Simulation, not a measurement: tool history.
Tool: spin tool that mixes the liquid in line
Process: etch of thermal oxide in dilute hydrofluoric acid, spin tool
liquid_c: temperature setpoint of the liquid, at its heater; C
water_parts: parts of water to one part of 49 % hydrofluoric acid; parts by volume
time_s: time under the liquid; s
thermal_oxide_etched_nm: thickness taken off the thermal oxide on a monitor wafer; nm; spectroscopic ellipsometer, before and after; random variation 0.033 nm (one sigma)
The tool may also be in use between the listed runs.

| run | day | liquid_c | water_parts | time_s | thermal_oxide_etched_nm |
|---|---|---|---|---|---|
| 1 | 0.000 | 24.0 | 200 | 320 | 7.7340 |
| 2 | 0.029 | 24.0 | 200 | 340 | 8.1444 |
| 3 | 0.196 | 22.5 | 220 | 340 | 6.9629 |
| 4 | 0.412 | 21.5 | 235 | 340 | 6.1153 |
| 5 | 0.712 | 21.5 | 165 | 340 | 9.3924 |
| 6 | 0.762 | 21.5 | 125 | 340 | 12.8490 |
| 7 | 0.950 | 20.5 | 165 | 340 | 8.9615 |
| 8 | 1.196 | 20.5 | 165 | 340 | 9.0068 |
| 9 | 1.342 | 20.5 | 165 | 340 | 9.0460 |
| 10 | 1.696 | 19.5 | 190 | 340 | 7.3653 |
| 11 | 1.933 | 19.0 | 210 | 340 | 6.4155 |

Run 12 comes next. What will it give?
| 12 | 2.054 | 18.5 | 225 | 340 | ? |

thermal_oxide_etched_nm: 5.7476 nm
